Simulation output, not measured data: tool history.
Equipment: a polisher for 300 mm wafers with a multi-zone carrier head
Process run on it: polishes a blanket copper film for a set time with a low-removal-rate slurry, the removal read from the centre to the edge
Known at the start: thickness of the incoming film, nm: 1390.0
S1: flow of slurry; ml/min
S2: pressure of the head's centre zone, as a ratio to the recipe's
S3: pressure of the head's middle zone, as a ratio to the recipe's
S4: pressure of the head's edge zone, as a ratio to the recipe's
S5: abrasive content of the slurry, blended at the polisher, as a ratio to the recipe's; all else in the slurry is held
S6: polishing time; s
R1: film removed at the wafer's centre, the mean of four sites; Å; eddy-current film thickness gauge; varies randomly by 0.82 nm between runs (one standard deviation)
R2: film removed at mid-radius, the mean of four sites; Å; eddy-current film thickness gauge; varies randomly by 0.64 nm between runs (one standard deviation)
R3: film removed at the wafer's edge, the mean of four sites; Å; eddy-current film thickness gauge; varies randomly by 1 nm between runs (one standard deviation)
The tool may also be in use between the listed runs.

| run | hour | S1 | S2 | S3 | S4 | S5 | S6 | R1 | R2 | R3 |
|---|---|---|---|---|---|---|---|---|---|---|
| 1 | 0.0 | 145 | 1.00 | 1.00 | 1.00 | 1.00 | 34 | 1110.30 | 1094.10 | 1129.60 |
| 2 | 4.8 | 140 | 0.98 | 0.99 | 0.99 | 0.95 | 33 | 1012.90 | 1032.60 | 1079.80 |
| 3 | 7.9 | 140 | 0.97 | 0.98 | 0.98 | 0.90 | 32 | 941.08 | 964.59 | 1028.90 |
| 4 | 11.3 | 140 | 0.97 | 0.98 | 0.97 | 0.85 | 31 | 921.74 | 924.80 | 978.25 |
| 5 | 17.7 | 140 | 0.96 | 0.97 | 0.96 | 0.80 | 30 | 848.64 | 867.64 | 915.10 |
| 6 | 22.1 | 165 | 0.96 | 0.97 | 0.96 | 0.80 | 30 | 903.43 | 877.54 | 914.11 |
|  | 28.7 | edge zone pressure recalibrated |
| 7 | 28.7 | 165 | 0.96 | 0.97 | 0.96 | 0.80 | 30 | 891.07 | 878.91 | 879.97 |
| 8 | 32.5 | 165 | 0.94 | 0.96 | 0.95 | 0.75 | 30 | 856.49 | 864.91 | 863.95 |
| 9 | 40.0 | 160 | 0.93 | 0.94 | 0.95 | 0.70 | 30 | 812.21 | 807.49 | 845.51 |
| 10 | 44.9 | 160 | 0.91 | 0.93 | 0.94 | 0.65 | 30 | 758.11 | 792.18 | 807.97 |

Run 11 has not been measured yet. What should we expect?
| 11 | 46.8 | 120 | 0.84 | 0.83 | 0.96 | 0.50 | 29 | ? | ? | ? |

R1: 577.93 Å
R2: 588.22 Å
R3: 677.93 Å
